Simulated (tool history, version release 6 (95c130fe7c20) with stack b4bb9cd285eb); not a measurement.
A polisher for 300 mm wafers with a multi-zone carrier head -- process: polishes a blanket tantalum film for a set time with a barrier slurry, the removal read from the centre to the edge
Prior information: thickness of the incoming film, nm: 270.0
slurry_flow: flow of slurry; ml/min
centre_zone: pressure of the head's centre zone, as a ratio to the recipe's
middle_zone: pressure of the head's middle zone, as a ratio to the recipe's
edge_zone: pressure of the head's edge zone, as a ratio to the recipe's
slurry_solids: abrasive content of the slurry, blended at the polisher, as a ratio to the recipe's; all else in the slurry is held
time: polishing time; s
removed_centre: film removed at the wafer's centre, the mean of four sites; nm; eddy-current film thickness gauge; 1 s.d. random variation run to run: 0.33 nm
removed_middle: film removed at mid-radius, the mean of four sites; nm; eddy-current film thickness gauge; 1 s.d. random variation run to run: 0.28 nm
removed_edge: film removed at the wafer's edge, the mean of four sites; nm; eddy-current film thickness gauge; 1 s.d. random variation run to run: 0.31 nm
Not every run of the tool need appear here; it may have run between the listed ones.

run	hour	slurry_flow	centre_zone	middle_zone	edge_zone	slurry_solids	time	removed_centre	removed_middle	removed_edge
1	0.0	260	1.00	1.00	1.00	1.00	31	31.864	31.230	31.921
2	7.4	260	1.00	1.00	1.00	1.10	31	32.629	31.370	32.531
3	16.0	265	1.01	0.99	1.04	1.20	33	35.867	34.435	36.371
4	17.0	270	1.03	0.96	1.07	1.25	34	37.953	34.766	38.509
5	21.9	270	1.03	0.96	1.07	1.25	38	42.432	39.304	42.886
6	30.8	335	1.03	0.96	1.07	1.25	38	43.865	40.113	42.949
7	32.9	325	1.04	0.94	1.09	1.30	38	44.529	39.314	44.221

Run 8 has not been measured yet. What should we expect?
8	35.6	370	1.06	0.90	1.19	1.40	38	?	?	?

{"run 8": {"removed_centre": 46.605, "removed_middle": 39.479, "removed_edge": 47.532}}

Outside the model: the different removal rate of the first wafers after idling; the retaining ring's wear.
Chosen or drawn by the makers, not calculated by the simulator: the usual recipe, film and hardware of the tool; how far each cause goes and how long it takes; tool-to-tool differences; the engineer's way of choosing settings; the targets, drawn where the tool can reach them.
